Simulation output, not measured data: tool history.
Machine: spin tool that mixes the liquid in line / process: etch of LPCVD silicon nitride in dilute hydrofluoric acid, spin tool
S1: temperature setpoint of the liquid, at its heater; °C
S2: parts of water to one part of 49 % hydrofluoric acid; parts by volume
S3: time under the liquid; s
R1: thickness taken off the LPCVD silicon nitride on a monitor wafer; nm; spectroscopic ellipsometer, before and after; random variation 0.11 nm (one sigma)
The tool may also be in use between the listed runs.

{"run": 1, "day": 0.0, "S1": 25, "S2": 90, "S3": 260, "R1": 1.575}
{"run": 2, "day": 0.121, "S1": 25, "S2": 90, "S3": 260, "R1": 1.6619}
{"run": 3, "day": 0.362, "S1": 25, "S2": 90, "S3": 280, "R1": 1.7332}
{"run": 4, "day": 0.546, "S1": 25, "S2": 110, "S3": 280, "R1": 1.4603}
{"run": 5, "day": 0.612, "S1": 25, "S2": 110, "S3": 260, "R1": 1.3363}
{"run": 6, "day": 0.721, "S1": 27, "S2": 95, "S3": 265, "R1": 1.8902}
{"run": 7, "day": 0.933, "S1": 28.5, "S2": 90, "S3": 265, "R1": 2.0799}
{"run": 8, "day": 1.0, "S1": 30, "S2": 55, "S3": 280, "R1": 3.8677}

Run 9, settings as shown, results not yet in. Your forecast:
{"run": 9, "day": 1.258, "S1": 29.5, "S2": 55, "S3": 280, "R1": "?"}

{"run 9": {"R1": 3.9189}}
